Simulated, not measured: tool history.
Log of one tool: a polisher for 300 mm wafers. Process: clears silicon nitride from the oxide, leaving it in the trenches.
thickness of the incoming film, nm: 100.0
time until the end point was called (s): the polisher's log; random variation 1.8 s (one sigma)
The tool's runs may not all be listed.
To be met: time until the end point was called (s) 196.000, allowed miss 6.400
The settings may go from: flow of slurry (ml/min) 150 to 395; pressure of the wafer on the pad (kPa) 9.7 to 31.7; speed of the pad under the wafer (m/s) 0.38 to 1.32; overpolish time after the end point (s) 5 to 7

| run | hour | flow of slurry (ml/min) | pressure of the wafer on the pad (kPa) | speed of the pad under the wafer (m/s) | overpolish time after the end point (s) | time until the end point was called (s) |
|---|---|---|---|---|---|---|
| 1 | 0.0 | 250 | 20.7 | 0.84 | 7 | 130.170 |
| 2 | 3.9 | 250 | 24.8 | 0.84 | 7 | 116.630 |
| 3 | 10.3 | 250 | 21.4 | 0.82 | 7 | 128.610 |
| 4 | 16.6 | 315 | 21.4 | 0.82 | 7 | 126.800 |
| 5 | 23.1 | 315 | 21.4 | 1.04 | 7 | 101.480 |
| 6 | 31.0 | 315 | 21.4 | 1.24 | 7 | 84.947 |
| 7 | 34.7 | 305 | 18.6 | 1.16 | 7 | 97.015 |
| 8 | 43.1 | 300 | 16.5 | 1.04 | 7 | 116.110 |
| 9 | 44.6 | 295 | 15.2 | 0.96 | 7 | 132.680 |
| 10 | 46.6 | 295 | 13.8 | 0.90 | 7 | 146.600 |
| 11 | 53.2 | 295 | 13.8 | 0.90 | 7 | 148.660 |
| 12 | 60.1 | 295 | 13.1 | 0.86 | 7 | 156.950 |
| 13 | 62.4 | 295 | 12.4 | 0.84 | 7 | 167.980 |
| 14 | 71.3 | 295 | 11.7 | 0.82 | 7 | 174.600 |

4 next moves are on the table. One of them brings every result within its allowed miss. Which?
| A | 80.2 | 245 | 13.1 | 0.92 | 5 | ? |
| B | 80.2 | 315 | 13.1 | 0.94 | 5 | ? |
| C | 80.2 | 280 | 9.7 | 0.80 | 6 | ? |
| D | 80.2 | 260 | 11.7 | 0.80 | 5 | ? |

| move | time until the end point was called (s) |
|---|---|
| A | 151.660 |
| B | 144.680 |
| C | 196.310 |
| D | 181.830 |
A: further off than the last run
B: further off than the last run
C: meets every target
D: nearer than the last run, and not there yet
Move C is the one to make.
